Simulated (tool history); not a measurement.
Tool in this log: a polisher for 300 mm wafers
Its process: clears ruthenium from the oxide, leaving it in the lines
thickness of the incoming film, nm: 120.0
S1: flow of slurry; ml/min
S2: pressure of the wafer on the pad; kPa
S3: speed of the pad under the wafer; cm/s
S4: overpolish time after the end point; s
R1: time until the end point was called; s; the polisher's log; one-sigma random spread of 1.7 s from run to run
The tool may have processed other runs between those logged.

run  hour   S1    S2   S3  S4      R1
  1   0.0  160   9.7  126  38  139.50
  2   6.3  160  10.3  128  38  126.57
  3   8.2  160   8.3  128  38  165.78
  4   9.5  130   8.3  128  38  166.81
  5  14.2  130   8.3  146  38  141.65
     15.4  -- worn pad replaced by a new one
  6  15.4  130   9.0  146  38  128.24
  7  21.4  130   9.7  146  38  117.58

What will run 8 give?
  8  22.6  130  10.3  146  38   ?

{"run 8": {"R1": 114.58}}

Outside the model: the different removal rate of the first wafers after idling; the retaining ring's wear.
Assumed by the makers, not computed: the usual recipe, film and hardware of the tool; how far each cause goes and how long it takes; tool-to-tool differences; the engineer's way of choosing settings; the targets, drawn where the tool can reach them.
